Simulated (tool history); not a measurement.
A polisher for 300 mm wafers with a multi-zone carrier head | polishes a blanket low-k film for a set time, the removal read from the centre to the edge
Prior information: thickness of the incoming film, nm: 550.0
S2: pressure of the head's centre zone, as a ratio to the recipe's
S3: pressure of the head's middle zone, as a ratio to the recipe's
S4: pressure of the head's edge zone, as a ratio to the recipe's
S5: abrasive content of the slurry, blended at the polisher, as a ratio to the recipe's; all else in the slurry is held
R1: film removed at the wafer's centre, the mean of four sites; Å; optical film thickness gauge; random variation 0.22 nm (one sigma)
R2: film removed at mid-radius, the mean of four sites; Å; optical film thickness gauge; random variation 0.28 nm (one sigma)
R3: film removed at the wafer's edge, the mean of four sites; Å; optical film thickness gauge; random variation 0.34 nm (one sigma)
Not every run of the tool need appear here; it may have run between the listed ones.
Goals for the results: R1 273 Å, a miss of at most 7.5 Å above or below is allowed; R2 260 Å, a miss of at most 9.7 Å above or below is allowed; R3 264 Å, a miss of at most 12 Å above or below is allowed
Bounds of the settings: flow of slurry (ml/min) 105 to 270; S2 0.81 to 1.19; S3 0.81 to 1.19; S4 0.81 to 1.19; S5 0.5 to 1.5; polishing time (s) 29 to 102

run 1 hour=0 | flow_of_slurry_(ml/min)=175 S2=1 S3=1 S4=1 S5=1 polishing_time_(s)=65 | R1=211.89 R2=208.2 R3=211.68
run 2 hour=5.3 | flow_of_slurry_(ml/min)=175 S2=1.06 S3=1 S4=1 S5=1 polishing_time_(s)=65 | R1=221.08 R2=209.41 R3=211.44
run 3 hour=7.2 | flow_of_slurry_(ml/min)=175 S2=1.06 S3=1 S4=1 S5=0.85 polishing_time_(s)=65 | R1=207.59 R2=194.32 R3=196.88
run 4 hour=16 | flow_of_slurry_(ml/min)=175 S2=1.12 S3=1 S4=1 S5=0.85 polishing_time_(s)=65 | R1=222.31 R2=196.91 R3=194.98
run 5 hour=19.8 | flow_of_slurry_(ml/min)=175 S2=1.12 S3=1 S4=1 S5=0.85 polishing_time_(s)=58 | R1=194.85 R2=171.12 R3=179.14
run 6 hour=23.2 | flow_of_slurry_(ml/min)=190 S2=1.13 S3=1.04 S4=1.05 S5=1.05 polishing_time_(s)=58 | R1=222.03 R2=198.96 R3=195.54
run 7 hour=31.9 | flow_of_slurry_(ml/min)=185 S2=1.1 S3=1.03 S4=1.08 S5=1.2 polishing_time_(s)=60 | R1=235.03 R2=216.19 R3=216.03
run 8 hour=32.6 | flow_of_slurry_(ml/min)=190 S2=1.09 S3=1.03 S4=1.11 S5=1.3 polishing_time_(s)=61 | R1=240.27 R2=225.69 R3=227.04
run 9 hour=33.1 | flow_of_slurry_(ml/min)=190 S2=1.09 S3=1.03 S4=1.13 S5=1.35 polishing_time_(s)=62 | R1=249.18 R2=232.64 R3=235.63
run 10 hour=36.1 | flow_of_slurry_(ml/min)=195 S2=1.09 S3=1.03 S4=1.15 S5=1.4 polishing_time_(s)=63 | R1=259.55 R2=241.75 R3=252.42
run 11 hour=39.8 | flow_of_slurry_(ml/min)=205 S2=1.09 S3=1.04 S4=1.16 S5=1.4 polishing_time_(s)=63 | R1=260.51 R2=246.28 R3=249.94
run 12 hour=40.8 | flow_of_slurry_(ml/min)=210 S2=1.09 S3=1.04 S4=1.17 S5=1.45 polishing_time_(s)=63 | R1=264.45 R2=252.12 R3=253.05

Which one of the following 5 next-run settings gets every result inside its allowed miss? There is exactly one.
run A hour=41.8 | flow_of_slurry_(ml/min)=265 S2=1 S3=1.1 S4=1.11 S5=1.25 polishing_time_(s)=67 | R1=? R2=? R3=?
run B hour=41.8 | flow_of_slurry_(ml/min)=240 S2=1.19 S3=1.03 S4=1.1 S5=1.4 polishing_time_(s)=60 | R1=? R2=? R3=?
run C hour=41.8 | flow_of_slurry_(ml/min)=270 S2=1.15 S3=1.08 S4=1.1 S5=1.4 polishing_time_(s)=61 | R1=? R2=? R3=?
run D hour=41.8 | flow_of_slurry_(ml/min)=265 S2=1.19 S3=1.05 S4=1.05 S5=1.45 polishing_time_(s)=58 | R1=? R2=? R3=?
run E hour=41.8 | flow_of_slurry_(ml/min)=195 S2=1.04 S3=1.01 S4=1.09 S5=1.5 polishing_time_(s)=67 | R1=? R2=? R3=?

move=A R1=253.33 R2=267.91 R3=256.15
move=B R1=279.14 R2=234.54 R3=237.24
move=C R1=277.71 R2=250.99 R3=243.04
move=D R1=276.23 R2=235.6 R3=229.85
move=E R1=272.49 R2=258.84 R3=266.56
A: its largest miss is bigger than the last run's
B: brings the last run's worst result on target, with another outside its allowed miss
C: brings the last run's worst result on target, with another outside its allowed miss
D: brings the last run's worst result on target, with another outside its allowed miss
E: hits every target within its allowed miss
E is the move that brings every result within its allowed miss.
